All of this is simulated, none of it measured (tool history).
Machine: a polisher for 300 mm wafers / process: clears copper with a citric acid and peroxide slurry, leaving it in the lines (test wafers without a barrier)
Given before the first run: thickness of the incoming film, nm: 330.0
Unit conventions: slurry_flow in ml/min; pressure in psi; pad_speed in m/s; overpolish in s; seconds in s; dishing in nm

run	day	slurry_flow	pressure	pad_speed	slurry_solids	overpolish	seconds	dishing
1	0	320	3.1	0.98	1	14	165.26	15.41
2	0.212	320	3.1	0.98	1.2	14	158.08	15.873
3	0.267	320	3.1	1.14	1.2	14	141.91	17.693
4	0.454	260	3.1	1.14	1.2	14	139.59	17.427
5	0.525	190	3.1	1.14	1.2	14	150.36	16.436
6	0.883	200	2.7	1.12	1.2	13	161.86	15.317

Forecast run 7:
7	1.108	200	2.5	1.04	1.2	12	?	?

Run 7 yielded seconds 186.59 s, dishing 13.373 nm.
